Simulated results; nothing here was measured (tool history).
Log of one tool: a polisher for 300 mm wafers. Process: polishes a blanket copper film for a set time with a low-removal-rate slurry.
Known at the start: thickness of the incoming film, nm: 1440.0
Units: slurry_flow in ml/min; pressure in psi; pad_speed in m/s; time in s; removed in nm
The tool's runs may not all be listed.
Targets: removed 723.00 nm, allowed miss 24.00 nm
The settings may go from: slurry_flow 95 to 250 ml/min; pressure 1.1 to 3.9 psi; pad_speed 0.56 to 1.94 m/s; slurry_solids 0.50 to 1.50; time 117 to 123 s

| run | hour | slurry_flow | pressure | pad_speed | slurry_solids | time | removed |
|---|---|---|---|---|---|---|---|
| 1 | 0.0 | 160 | 2.5 | 1.24 | 1.00 | 117 | 436.84 |
| 2 | 7.5 | 165 | 2.9 | 1.24 | 1.00 | 117 | 494.04 |
| 3 | 15.1 | 180 | 2.9 | 1.24 | 1.00 | 117 | 508.69 |
| 4 | 16.5 | 180 | 2.9 | 1.24 | 1.00 | 123 | 535.79 |
| 5 | 19.0 | 180 | 2.9 | 1.24 | 0.90 | 123 | 516.54 |
| 6 | 27.7 | 155 | 2.9 | 1.24 | 0.90 | 123 | 508.04 |
| 7 | 30.2 | 160 | 3.2 | 1.24 | 0.90 | 123 | 563.73 |
| 8 | 38.8 | 165 | 3.4 | 1.24 | 0.90 | 123 | 602.26 |
| 9 | 45.6 | 170 | 3.6 | 1.24 | 0.90 | 123 | 634.79 |
|  | 53.2 | head pressure recalibrated |
| 10 | 53.2 | 170 | 3.7 | 1.26 | 0.90 | 123 | 618.87 |
| 11 | 56.0 | 170 | 3.8 | 1.32 | 0.90 | 123 | 654.95 |

Which of these 5 next moves meets every target?
| A | 58.8 | 180 | 3.9 | 1.34 | 0.80 | 123 | ? |
| B | 58.8 | 185 | 3.8 | 1.44 | 0.95 | 120 | ? |
| C | 58.8 | 150 | 3.9 | 1.42 | 0.80 | 123 | ? |
| D | 58.8 | 190 | 3.8 | 1.22 | 1.15 | 120 | ? |
| E | 58.8 | 165 | 3.8 | 1.56 | 0.85 | 123 | ? |

| move | removed |
|---|---|
| A | 667.87 |
| B | 721.24 |
| C | 684.50 |
| D | 651.97 |
| E | 758.42 |
A: nearer than the last run, and not there yet
B: meets every target
C: nearer than the last run, and not there yet
D: as far off as the last run
E: takes the result that was furthest off past its target
The right move is B.

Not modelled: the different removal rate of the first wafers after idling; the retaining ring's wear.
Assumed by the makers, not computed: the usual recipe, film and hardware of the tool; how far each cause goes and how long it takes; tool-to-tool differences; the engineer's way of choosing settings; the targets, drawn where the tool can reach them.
